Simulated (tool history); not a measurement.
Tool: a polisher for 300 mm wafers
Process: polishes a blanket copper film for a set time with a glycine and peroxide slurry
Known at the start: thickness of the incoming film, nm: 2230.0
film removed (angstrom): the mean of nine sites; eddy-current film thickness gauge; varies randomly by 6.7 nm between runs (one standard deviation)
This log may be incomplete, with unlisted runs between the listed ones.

run  hour  flow of slurry (ml/min)  pressure of the wafer on the pad (kPa)  speed of the pad under the wafer (cm/s)  polishing time (s)  film removed (angstrom)
  1   0.0                      190                                    18.6                                      126                  50                   3227.0
  2   6.3                      190                                    18.6                                      136                  50                   3422.5
  3  10.0                      190                                    18.6                                      136                  46                   3098.2
  4  11.9                      160                                    18.6                                      136                  46                   3045.8
  5  18.4                      165                                    20.7                                      138                  46                   3386.3
  6  24.2                      165                                    20.7                                      152                  46                   3759.0
  7  32.1                      170                                    22.1                                      152                  46                   3879.8

Run 8 comes next. What will it give?
  8  38.6                      170                                    23.4                                      154                  46                        ?

{"run 8": {"film removed (angstrom)": 4237.1}}
